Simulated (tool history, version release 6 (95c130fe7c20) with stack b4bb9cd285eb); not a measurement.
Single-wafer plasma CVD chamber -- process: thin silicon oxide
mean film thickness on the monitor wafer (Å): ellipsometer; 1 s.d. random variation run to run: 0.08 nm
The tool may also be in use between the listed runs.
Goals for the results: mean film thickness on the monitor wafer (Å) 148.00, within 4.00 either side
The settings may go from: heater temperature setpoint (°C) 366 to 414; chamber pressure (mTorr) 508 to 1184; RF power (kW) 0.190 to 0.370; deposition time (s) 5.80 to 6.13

| run | hour | heater temperature setpoint (°C) | chamber pressure (mTorr) | RF power (kW) | deposition time (s) | mean film thickness on the monitor wafer (Å) |
|---|---|---|---|---|---|---|
| 1 | 0.0 | 390 | 846 | 0.280 | 6.13 | 112.35 |
| 2 | 1.9 | 390 | 945 | 0.280 | 6.13 | 123.94 |
| 3 | 5.2 | 390 | 945 | 0.280 | 6.13 | 124.36 |
| 4 | 13.3 | 390 | 967 | 0.280 | 6.13 | 126.65 |
| 5 | 16.1 | 390 | 967 | 0.295 | 6.13 | 129.56 |
| 6 | 21.9 | 390 | 984 | 0.295 | 6.13 | 132.50 |
| 7 | 25.7 | 390 | 998 | 0.295 | 6.13 | 132.53 |
| 8 | 28.6 | 390 | 1013 | 0.295 | 6.13 | 134.55 |
| 9 | 35.5 | 390 | 1013 | 0.295 | 6.13 | 133.82 |
| 10 | 39.1 | 390 | 1027 | 0.295 | 6.13 | 135.89 |
| 11 | 42.2 | 390 | 1039 | 0.295 | 6.13 | 136.37 |
| 12 | 46.0 | 390 | 1052 | 0.295 | 6.13 | 138.56 |
| 13 | 51.1 | 390 | 1062 | 0.295 | 6.13 | 138.73 |
| 14 | 52.9 | 390 | 1072 | 0.295 | 6.13 | 141.60 |

5 next moves are on the table. One of them brings every result within its allowed miss. Which?
| A | 54.7 | 384 | 1151 | 0.285 | 5.86 | ? |
| B | 54.7 | 384 | 1086 | 0.305 | 5.80 | ? |
| C | 54.7 | 386 | 1070 | 0.290 | 6.06 | ? |
| D | 54.7 | 401 | 1038 | 0.360 | 6.13 | ? |
| E | 54.7 | 390 | 1007 | 0.315 | 5.80 | ? |

| move | mean film thickness on the monitor wafer (Å) |
|---|---|
| A | 139.89 |
| B | 136.33 |
| C | 137.88 |
| D | 146.51 |
| E | 129.95 |
A: misses by more than the last run did
B: misses by more than the last run did
C: misses by more than the last run did
D: every result lands within tolerance
E: misses by more than the last run did
Answer: D
